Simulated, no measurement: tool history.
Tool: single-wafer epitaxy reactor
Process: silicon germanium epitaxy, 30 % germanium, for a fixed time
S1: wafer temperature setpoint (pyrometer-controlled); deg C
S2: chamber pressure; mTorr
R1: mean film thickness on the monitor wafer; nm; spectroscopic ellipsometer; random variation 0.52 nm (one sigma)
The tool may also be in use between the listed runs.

| run | day | S1 | S2 | R1 |
|---|---|---|---|---|
| 1 | 0 | 605 | 23300 | 67.885 |
| 2 | 0.058 | 605 | 26300 | 71.705 |
| 3 | 0.104 | 605 | 29600 | 76.317 |
| 4 | 0.171 | 607 | 29600 | 78.469 |
| 5 | 0.271 | 607 | 32600 | 82.543 |
| 6 | 0.525 | 607 | 32600 | 82.673 |
| 7 | 0.633 | 608 | 32600 | 83.992 |
| 8 | 0.946 | 609 | 32600 | 86.562 |
| 9 | 1.312 | 610 | 32600 | 87.347 |
| 10 | 1.6 | 610 | 32600 | 87.76 |
| 11 | 1.817 | 611 | 32600 | 89.518 |

The next listed run, before its measurement:
| 12 | 2.062 | 612 | 32600 | ? |

R1: 90.917 nm
